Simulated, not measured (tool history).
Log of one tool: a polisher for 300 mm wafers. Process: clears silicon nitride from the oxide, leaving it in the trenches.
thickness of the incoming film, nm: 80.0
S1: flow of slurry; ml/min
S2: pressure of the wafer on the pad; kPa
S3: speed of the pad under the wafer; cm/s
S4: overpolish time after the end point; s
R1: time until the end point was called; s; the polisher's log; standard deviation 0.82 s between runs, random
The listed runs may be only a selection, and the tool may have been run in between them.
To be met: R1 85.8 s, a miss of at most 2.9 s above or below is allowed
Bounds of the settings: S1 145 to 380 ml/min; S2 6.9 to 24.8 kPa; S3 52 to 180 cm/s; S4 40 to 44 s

run,hour,S1,S2,S3,S4,R1
1,0,245,15.9,116,40,113.89
2,5.1,245,17.2,116,40,103.85
3,14.1,245,15.9,116,40,111.41
4,15,245,15.9,98,40,132
5,17.7,245,17.2,98,40,122.39
6,20.3,245,17.2,74,40,158.36
7,25.8,245,19.3,78,40,134.48
8,31.4,245,20.7,82,40,121.17
9,34.9,245,21.4,86,40,111.56
10,36.7,245,22.1,88,40,103.73
11,40.8,245,22.8,88,40,102.34
12,49.3,245,23.4,90,40,98.399
13,52.7,245,23.4,92,40,94.898

Exactly one of the 4 candidate moves below puts every result within its allowed miss. Which one?
A,56.1,285,24.8,86,40,?
B,56.1,265,24.8,106,44,?
C,56.1,245,24.8,96,41,?
D,56.1,175,24.8,94,44,?

move,R1
A,95.121
B,78.357
C,87.003
D,93.275
A: roughly where the last run was
B: takes the biggest miss from the last run beyond its target
C: every result within its allowed miss
D: an improvement on the last run, though not all results are within tolerance
C meets every target.
